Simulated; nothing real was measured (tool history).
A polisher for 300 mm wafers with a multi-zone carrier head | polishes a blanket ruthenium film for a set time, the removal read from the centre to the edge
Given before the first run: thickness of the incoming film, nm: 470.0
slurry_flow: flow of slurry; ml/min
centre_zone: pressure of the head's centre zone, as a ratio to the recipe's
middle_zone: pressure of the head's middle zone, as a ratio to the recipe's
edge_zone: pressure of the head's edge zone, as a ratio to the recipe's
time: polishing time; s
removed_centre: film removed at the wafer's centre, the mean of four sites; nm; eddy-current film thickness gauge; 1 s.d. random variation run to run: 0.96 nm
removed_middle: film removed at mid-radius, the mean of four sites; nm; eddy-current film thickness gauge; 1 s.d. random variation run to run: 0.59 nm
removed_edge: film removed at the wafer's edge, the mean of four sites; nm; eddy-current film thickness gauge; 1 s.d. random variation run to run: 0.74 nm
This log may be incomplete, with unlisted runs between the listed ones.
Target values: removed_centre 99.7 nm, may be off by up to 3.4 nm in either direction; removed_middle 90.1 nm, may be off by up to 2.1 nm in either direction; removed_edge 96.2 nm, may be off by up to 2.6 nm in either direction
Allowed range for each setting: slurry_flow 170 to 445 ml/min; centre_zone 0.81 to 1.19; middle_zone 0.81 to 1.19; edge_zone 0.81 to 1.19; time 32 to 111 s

run  hour  slurry_flow  centre_zone  middle_zone  edge_zone  time  removed_centre  removed_middle  removed_edge
  1     0          285            1            1          1    71          111.33          116.68        113.12
  2   2.3          285         0.96            1          1    71          107.35          115.23        112.08
  3   8.3          285         0.91            1          1    71          102.05          116.27         113.3
  4  17.2          240         0.91            1          1    71          100.39          114.27         111.4
  5  22.4          240         0.91         1.04          1    71          102.02          118.75         112.6
  6  27.3          235         0.92         1.01       0.99    70          101.46           111.6        111.05
  7  34.1          245         0.93            1       0.98    69          99.361          111.74        107.04
  8  40.6          240         0.94         0.98       0.98    69          101.01          109.34        106.47
  9  41.9          235         0.95         0.96       0.98    69          100.71          108.01        106.84
 10  49.8          230         0.96         0.94       0.98    68           100.4           104.5        105.75
 11  56.8          230         0.97         0.92       0.97    68          102.32          102.99        103.58
 12  63.3          200         0.97         0.82       0.95    65          95.184          87.599        97.687
 13  70.6          205         0.97         0.82       0.95    65          95.563           87.79        98.351

Pick the move, out of 4, that brings all results within their allowed miss; only one does.
  A  77.9          225         0.94         0.88       0.95    63               ?               ?             ?
  B  77.9          205         1.03         0.87       0.94    64               ?               ?             ?
  C  77.9          215         0.98         0.87       0.95    61               ?               ?             ?
  D  77.9          175         1.02         0.86       0.89    63               ?               ?             ?

move  removed_centre  removed_middle  removed_edge
   A          90.841          90.168        95.077
   B          98.711          89.657        95.288
   C          90.659          85.991        91.688
   D          93.994          85.537            90
A: its largest miss is bigger than the last run's
B: all results in spec
C: its largest miss is bigger than the last run's
D: its largest miss is bigger than the last run's
B meets every target.
